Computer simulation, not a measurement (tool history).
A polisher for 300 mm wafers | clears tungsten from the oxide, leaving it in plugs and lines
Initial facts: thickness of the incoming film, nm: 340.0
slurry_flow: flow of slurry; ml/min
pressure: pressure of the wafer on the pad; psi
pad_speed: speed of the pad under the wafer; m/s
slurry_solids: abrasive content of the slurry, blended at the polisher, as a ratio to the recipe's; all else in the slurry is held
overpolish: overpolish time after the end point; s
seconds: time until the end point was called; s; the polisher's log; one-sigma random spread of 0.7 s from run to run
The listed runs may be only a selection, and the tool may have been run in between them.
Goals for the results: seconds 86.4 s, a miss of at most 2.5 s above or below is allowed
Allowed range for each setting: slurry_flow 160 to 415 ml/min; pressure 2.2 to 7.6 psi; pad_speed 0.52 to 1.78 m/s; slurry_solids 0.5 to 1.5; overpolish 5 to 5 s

| run | hour | slurry_flow | pressure | pad_speed | slurry_solids | overpolish | seconds |
|---|---|---|---|---|---|---|---|
| 1 | 0 | 265 | 4.9 | 1.14 | 1 | 5 | 51.403 |
| 2 | 1.3 | 230 | 4.9 | 1.14 | 1 | 5 | 53.076 |
| 3 | 2.3 | 230 | 4.4 | 1.14 | 1 | 5 | 58.594 |
| 4 | 5.4 | 225 | 4 | 1.14 | 1 | 5 | 64.035 |
| 5 | 6.4 | 220 | 3.7 | 1.14 | 1 | 5 | 67.857 |
| 6 | 13.9 | 220 | 2.5 | 1.14 | 1 | 5 | 96.965 |
| 7 | 18.8 | 220 | 2.6 | 1.14 | 1 | 5 | 93.76 |
| 8 | 20 | 220 | 2.6 | 1.14 | 1 | 5 | 94.066 |
| 9 | 27.2 | 220 | 2.7 | 1.14 | 1 | 5 | 91.2 |
|  | 35.4 | head pressure recalibrated |
| 10 | 35.4 | 220 | 2.8 | 1.14 | 1 | 5 | 82.047 |

Which one of the following 4 next-run settings gets every result inside its allowed miss? There is exactly one.
| A | 43.6 | 335 | 3.4 | 0.84 | 1.15 | 5 | ? |
| B | 43.6 | 275 | 2.6 | 1.18 | 1.05 | 5 | ? |
| C | 43.6 | 225 | 2.8 | 1.14 | 1 | 5 | ? |
| D | 43.6 | 270 | 3 | 1.08 | 1 | 5 | ? |

| move | seconds |
|---|---|
| A | 86.693 |
| B | 81.989 |
| C | 82.097 |
| D | 79.891 |
A: each result inside its tolerance
B: about as far from the targets as the last run
C: about as far from the targets as the last run
D: its largest miss is bigger than the last run's
Answer: A
